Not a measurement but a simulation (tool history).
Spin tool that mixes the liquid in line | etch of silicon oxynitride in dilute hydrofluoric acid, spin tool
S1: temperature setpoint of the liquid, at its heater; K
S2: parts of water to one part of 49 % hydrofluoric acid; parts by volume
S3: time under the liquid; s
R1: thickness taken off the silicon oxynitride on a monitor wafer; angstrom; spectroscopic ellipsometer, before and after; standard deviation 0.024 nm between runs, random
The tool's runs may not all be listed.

run 1 hour=0.0 | S1=297.15 S2=205 S3=90 | R1=10.235
run 2 hour=2.0 | S1=299.15 S2=200 S3=90 | R1=11.447
run 3 hour=7.0 | S1=300.15 S2=195 S3=90 | R1=12.085
run 4 hour=8.6 | S1=298.65 S2=195 S3=90 | R1=11.427
run 5 hour=13.4 | S1=300.15 S2=190 S3=90 | R1=12.653
run 6 hour=16.5 | S1=300.15 S2=130 S3=90 | R1=19.398
run 7 hour=20.1 | S1=298.15 S2=135 S3=90 | R1=17.296

Estimate the outcome of run 8 from the log above:
run 8 hour=27.4 | S1=297.15 S2=140 S3=90 | R1=?

{"run 8": {"R1": 15.766}}
